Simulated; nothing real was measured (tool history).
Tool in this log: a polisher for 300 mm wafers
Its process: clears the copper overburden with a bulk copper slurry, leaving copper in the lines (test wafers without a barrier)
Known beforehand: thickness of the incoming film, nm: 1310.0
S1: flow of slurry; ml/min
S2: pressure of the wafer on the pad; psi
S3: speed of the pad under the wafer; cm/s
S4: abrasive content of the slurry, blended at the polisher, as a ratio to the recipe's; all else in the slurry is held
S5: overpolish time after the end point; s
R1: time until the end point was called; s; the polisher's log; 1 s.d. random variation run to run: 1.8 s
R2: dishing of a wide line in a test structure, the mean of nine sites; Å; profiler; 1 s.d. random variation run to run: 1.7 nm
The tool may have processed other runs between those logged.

run,hour,S1,S2,S3,S4,S5,R1,R2
1,0.0,300,2.7,138,1.0,23,108.140,1360.7
2,8.3,300,2.6,138,1.0,23,110.190,1309.7
3,9.3,300,2.6,156,1.0,23,99.747,1403.2
4,11.4,300,2.4,156,1.0,24,112.730,1301.0
5,15.7,365,2.4,156,1.0,24,110.050,1311.9
# hour 22.6: slurry blender recalibrated
6,22.6,440,2.4,156,1.0,24,99.372,1417.7

Run 7 comes next. What will it give?
7,26.5,415,2.3,156,1.0,25,?,?

Run 7 yielded R1 104.810 s, R2 1381.8 Å.
